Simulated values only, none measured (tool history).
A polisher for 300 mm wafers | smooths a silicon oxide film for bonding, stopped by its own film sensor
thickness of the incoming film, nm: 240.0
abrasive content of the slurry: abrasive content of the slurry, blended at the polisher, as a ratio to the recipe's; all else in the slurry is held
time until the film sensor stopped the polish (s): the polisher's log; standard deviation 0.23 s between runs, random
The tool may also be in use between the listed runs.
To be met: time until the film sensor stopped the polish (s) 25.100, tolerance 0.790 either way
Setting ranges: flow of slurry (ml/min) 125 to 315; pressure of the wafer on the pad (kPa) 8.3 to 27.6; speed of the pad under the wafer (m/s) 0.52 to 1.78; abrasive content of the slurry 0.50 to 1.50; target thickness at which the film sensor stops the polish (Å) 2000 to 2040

| run | day | flow of slurry (ml/min) | pressure of the wafer on the pad (kPa) | speed of the pad under the wafer (m/s) | abrasive content of the slurry | target thickness at which the film sensor stops the polish (Å) | time until the film sensor stopped the polish (s) |
|---|---|---|---|---|---|---|---|
| 1 | 0.000 | 205 | 17.9 | 1.14 | 1.00 | 2000 | 50.386 |
| 2 | 0.088 | 205 | 17.9 | 1.34 | 1.00 | 2000 | 45.150 |
| 3 | 0.275 | 205 | 17.9 | 1.34 | 1.00 | 2040 | 39.343 |
| 4 | 0.529 | 240 | 17.9 | 1.34 | 1.00 | 2040 | 38.592 |
| 5 | 0.679 | 250 | 19.3 | 1.34 | 1.00 | 2040 | 36.518 |
| 6 | 0.954 | 250 | 17.9 | 1.34 | 1.00 | 2040 | 38.997 |
| 7 | 1.133 | 260 | 22.8 | 1.38 | 1.00 | 2040 | 30.020 |
| 8 | 1.458 | 265 | 23.4 | 1.38 | 1.00 | 2040 | 29.382 |
| 9 | 1.517 | 270 | 24.1 | 1.38 | 1.00 | 2040 | 28.393 |
| 10 | 1.621 | 270 | 24.8 | 1.38 | 1.00 | 2040 | 26.889 |
| 11 | 1.675 | 275 | 25.5 | 1.38 | 1.00 | 2040 | 26.561 |

Which single option among these 5 for the next run brings every result within its allowed miss of target? Just one does.
| A | 1.729 | 255 | 27.6 | 1.78 | 0.90 | 2010 | ? |
| B | 1.729 | 315 | 27.6 | 1.46 | 1.00 | 2040 | ? |
| C | 1.729 | 275 | 22.1 | 1.78 | 1.00 | 2040 | ? |
| D | 1.729 | 265 | 26.9 | 1.54 | 0.95 | 2040 | ? |
| E | 1.729 | 210 | 26.9 | 1.56 | 1.20 | 2020 | ? |

| move | time until the film sensor stopped the polish (s) |
|---|---|
| A | 23.197 |
| B | 23.177 |
| C | 25.107 |
| D | 23.776 |
| E | 23.013 |
A: takes the biggest miss from the last run beyond its target
B: takes the biggest miss from the last run beyond its target
C: every result lands within tolerance
D: takes the biggest miss from the last run beyond its target
E: takes the biggest miss from the last run beyond its target
So the answer is move C, the one that meets all the targets.

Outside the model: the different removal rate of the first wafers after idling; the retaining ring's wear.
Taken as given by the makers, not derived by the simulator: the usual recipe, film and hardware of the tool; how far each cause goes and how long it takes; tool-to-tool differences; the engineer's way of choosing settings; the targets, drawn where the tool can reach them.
